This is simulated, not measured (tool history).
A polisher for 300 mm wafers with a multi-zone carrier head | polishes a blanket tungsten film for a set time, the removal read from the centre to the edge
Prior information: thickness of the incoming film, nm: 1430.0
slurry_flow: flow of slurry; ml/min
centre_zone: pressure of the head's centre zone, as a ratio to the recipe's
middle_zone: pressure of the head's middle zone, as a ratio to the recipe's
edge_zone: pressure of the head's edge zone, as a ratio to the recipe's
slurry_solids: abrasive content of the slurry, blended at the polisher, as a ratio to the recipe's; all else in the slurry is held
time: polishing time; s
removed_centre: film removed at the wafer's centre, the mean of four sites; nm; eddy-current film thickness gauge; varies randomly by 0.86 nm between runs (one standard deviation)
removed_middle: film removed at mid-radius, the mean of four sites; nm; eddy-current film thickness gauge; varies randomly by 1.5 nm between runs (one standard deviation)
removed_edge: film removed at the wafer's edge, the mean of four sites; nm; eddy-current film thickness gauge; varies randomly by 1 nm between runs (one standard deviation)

Run 1, hour 0: slurry_flow 155 ml/min, centre_zone 1, middle_zone 1, edge_zone 1, slurry_solids 1, time 54 s. Result: removed_centre 173.35 nm, removed_middle 182.48 nm, removed_edge 190.33 nm.
Run 2, hour 0.7: slurry_flow 155 ml/min, centre_zone 1, middle_zone 1, edge_zone 1.06, slurry_solids 1, time 54 s. Result: removed_centre 175.53 nm, removed_middle 185.3 nm, removed_edge 192.22 nm.
Run 3, hour 2.9: slurry_flow 150 ml/min, centre_zone 1.02, middle_zone 1.03, edge_zone 1.04, slurry_solids 0.95, time 50 s. Result: removed_centre 162.48 nm, removed_middle 174.18 nm, removed_edge 174.28 nm.
Run 4, hour 6.6: slurry_flow 150 ml/min, centre_zone 1.02, middle_zone 1.03, edge_zone 1.04, slurry_solids 0.95, time 40 s. Result: removed_centre 130 nm, removed_middle 137.59 nm, removed_edge 140.22 nm.
Run 5, hour 12.8: slurry_flow 150 ml/min, centre_zone 1.03, middle_zone 1.05, edge_zone 1.03, slurry_solids 0.9, time 38 s. Result: removed_centre 123.82 nm, removed_middle 133.49 nm, removed_edge 131.6 nm.
Run 6, hour 18.2: slurry_flow 150 ml/min, centre_zone 0.96, middle_zone 1.05, edge_zone 1.03, slurry_solids 0.9, time 38 s. Result: removed_centre 117.04 nm, removed_middle 132.78 nm, removed_edge 131.16 nm.
Run 7, hour 24.1: slurry_flow 150 ml/min, centre_zone 0.98, middle_zone 1.06, edge_zone 1.01, slurry_solids 0.85, time 37 s. Result: removed_centre 113.78 nm, removed_middle 127.44 nm, removed_edge 124.68 nm.
Run 8, hour 24.8: slurry_flow 150 ml/min, centre_zone 0.99, middle_zone 1.07, edge_zone 0.99, slurry_solids 0.8, time 36 s. Result: removed_centre 109.54 nm, removed_middle 123 nm, removed_edge 120.47 nm.
Run 9, hour 26: slurry_flow 155 ml/min, centre_zone 1.01, middle_zone 1.09, edge_zone 0.97, slurry_solids 0.75, time 35 s. Result: removed_centre 108.06 nm, removed_middle 122.13 nm, removed_edge 112.1 nm.
Run 10, hour 34.6: slurry_flow 155 ml/min, centre_zone 1.01, middle_zone 1.09, edge_zone 0.95, slurry_solids 0.7, time 35 s. Result: removed_centre 107.1 nm, removed_middle 123.52 nm, removed_edge 111.06 nm.
Run 11, hour 42.9: slurry_flow 155 ml/min, centre_zone 1.02, middle_zone 1.09, edge_zone 0.94, slurry_solids 0.65, time 34 s. Result: removed_centre 104.2 nm, removed_middle 116.63 nm, removed_edge 105.79 nm.
Run 12, hour 46.6: slurry_flow 150 ml/min, centre_zone 1.02, middle_zone 1.09, edge_zone 0.93, slurry_solids 0.65, time 34 s. Result: removed_centre 103.27 nm, removed_middle 116.71 nm, removed_edge 103.57 nm.
Run 13, hour 47.3: slurry_flow 145 ml/min, centre_zone 1.02, middle_zone 1.09, edge_zone 0.92, slurry_solids 0.65, time 34 s. Result: removed_centre 103.11 nm, removed_middle 113.08 nm, removed_edge 104.23 nm.
Run 14, hour 53.6: slurry_flow 155 ml/min, centre_zone 1.04, middle_zone 1.16, edge_zone 0.83, slurry_solids 0.5, time 30 s. Result: removed_centre 90.173 nm, removed_middle 105.62 nm, removed_edge 85.567 nm.
Run 15, hour 58.8: slurry_flow 160 ml/min, centre_zone 1.04, middle_zone 1.15, edge_zone 0.84, slurry_solids 0.5, time 30 s. Result: removed_centre 90.368 nm, removed_middle 102.88 nm, removed_edge 84.728 nm.
Run 16, hour 60: slurry_flow 160 ml/min, centre_zone 1.04, middle_zone 1.15, edge_zone 0.85, slurry_solids 0.5, time 30 s. Result: removed_centre 91.963 nm, removed_middle 103.84 nm, removed_edge 85.509 nm.
Run 17, hour 62.6: slurry_flow 160 ml/min, centre_zone 1.04, middle_zone 1.15, edge_zone 0.86, slurry_solids 0.5, time 30 s. Result: removed_centre 90.431 nm, removed_middle 104.71 nm, removed_edge 87.582 nm.

Run 18 is up next; what results do you expect?
Run 18, hour 66.2: slurry_flow 160 ml/min, centre_zone 1.04, middle_zone 1.15, edge_zone 0.87, slurry_solids 0.5, time 30 s. Result: removed_centre ?, removed_middle ?, removed_edge ?.

{"run 18": {"removed_centre": 91.757, "removed_middle": 102.74, "removed_edge": 89.133}}
